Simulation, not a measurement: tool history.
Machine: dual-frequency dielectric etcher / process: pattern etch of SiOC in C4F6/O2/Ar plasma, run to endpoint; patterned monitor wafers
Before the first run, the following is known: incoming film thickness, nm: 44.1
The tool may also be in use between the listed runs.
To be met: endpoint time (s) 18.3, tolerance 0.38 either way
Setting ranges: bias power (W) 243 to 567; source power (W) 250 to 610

run,hour,bias power (W),source power (W),endpoint time (s)
1,0,405,430,16.982
2,4.4,385,420,17.694
3,8.4,378,420,17.717
4,15.1,417,420,16.959
5,17.8,400,420,17.229
6,24.5,466,420,16.201
7,31.5,466,420,16.284
8,39,435,410,16.746
9,44.2,413,400,17.389
10,45.7,400,400,17.591
11,49.8,390,400,17.758

Exactly one of the 4 candidate moves below puts every result within its allowed miss. Which one?
A,53.9,350,410,?
B,53.9,367,360,?
C,53.9,385,350,?
D,53.9,338,380,?

move,endpoint time (s)
A,18.354
B,19.018
C,18.866
D,19.235
A: every result lands within tolerance
B: takes the result that was furthest off past its target
C: takes the result that was furthest off past its target
D: takes the result that was furthest off past its target
So the answer is move A, the one that meets all the targets.
